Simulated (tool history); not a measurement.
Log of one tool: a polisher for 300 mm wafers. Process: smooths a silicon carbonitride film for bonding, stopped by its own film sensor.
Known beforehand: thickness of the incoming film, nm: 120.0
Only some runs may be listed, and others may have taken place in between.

run	hour	flow of slurry (ml/min)	pressure of the wafer on the pad (kPa)	speed of the pad under the wafer (m/s)	abrasive content of the slurry	target thickness at which the film sensor stops the polish (Å)	time until the film sensor stopped the polish (s)
1	0	165	18.6	1.08	1	930	75.895
2	5.8	165	17.9	1.08	1	930	81.1
3	7.4	185	17.9	1.08	1	930	80.584
4	10.7	185	21.4	1.08	1	930	66.369
5	12.2	185	21.4	1.08	1	930	66.384
6	13.5	185	20	1.08	1	930	71.783
7	17.4	185	19.3	1.08	1	930	75.852

Run 8 is up next; what results do you expect?
8	22	185	19.3	1.08	1	930	?

time until the film sensor stopped the polish (s): 72.574

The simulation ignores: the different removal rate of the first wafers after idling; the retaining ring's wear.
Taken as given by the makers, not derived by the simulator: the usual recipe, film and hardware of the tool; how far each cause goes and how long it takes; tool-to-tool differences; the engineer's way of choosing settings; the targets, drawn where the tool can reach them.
